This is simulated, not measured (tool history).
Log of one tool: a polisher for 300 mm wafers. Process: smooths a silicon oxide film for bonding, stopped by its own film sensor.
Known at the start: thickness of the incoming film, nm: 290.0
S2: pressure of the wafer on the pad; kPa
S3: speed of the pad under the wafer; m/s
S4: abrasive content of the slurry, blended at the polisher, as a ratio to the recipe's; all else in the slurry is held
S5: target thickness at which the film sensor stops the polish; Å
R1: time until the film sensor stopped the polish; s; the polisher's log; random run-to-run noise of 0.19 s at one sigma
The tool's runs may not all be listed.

run 1 hour=0 | flow_of_slurry_(ml/min)=190 S2=19.3 S3=1.08 S4=1 S5=2550 | R1=27.144
run 2 hour=0.6 | flow_of_slurry_(ml/min)=190 S2=20 S3=1.08 S4=1 S5=2550 | R1=26.578
run 3 hour=8.2 | flow_of_slurry_(ml/min)=190 S2=20 S3=0.96 S4=1 S5=2550 | R1=28.423
run 4 hour=9.6 | flow_of_slurry_(ml/min)=190 S2=20 S3=0.96 S4=1 S5=2550 | R1=28.706
run 5 hour=15.7 | flow_of_slurry_(ml/min)=190 S2=20.7 S3=0.96 S4=1 S5=2550 | R1=27.438
run 6 hour=22.6 | flow_of_slurry_(ml/min)=190 S2=20.7 S3=0.96 S4=0.85 S5=2550 | R1=28.992
run 7 hour=29.7 | flow_of_slurry_(ml/min)=190 S2=21.4 S3=0.96 S4=0.85 S5=2550 | R1=28.376
run 8 hour=37.7 | flow_of_slurry_(ml/min)=190 S2=22.1 S3=0.96 S4=0.85 S5=2550 | R1=27.754
run 9 hour=46.1 | flow_of_slurry_(ml/min)=190 S2=22.8 S3=0.98 S4=0.85 S5=2550 | R1=26.988
run 10 hour=47.3 | flow_of_slurry_(ml/min)=190 S2=23.4 S3=1 S4=0.85 S5=2550 | R1=26.069
run 11 hour=54.1 | flow_of_slurry_(ml/min)=190 S2=24.1 S3=1.02 S4=0.85 S5=2550 | R1=24.638

Run 12 is up next; what results do you expect?
run 12 hour=60.9 | flow_of_slurry_(ml/min)=190 S2=24.1 S3=1.02 S4=0.85 S5=2550 | R1=?

Run 12 measured R1 24.981 s.

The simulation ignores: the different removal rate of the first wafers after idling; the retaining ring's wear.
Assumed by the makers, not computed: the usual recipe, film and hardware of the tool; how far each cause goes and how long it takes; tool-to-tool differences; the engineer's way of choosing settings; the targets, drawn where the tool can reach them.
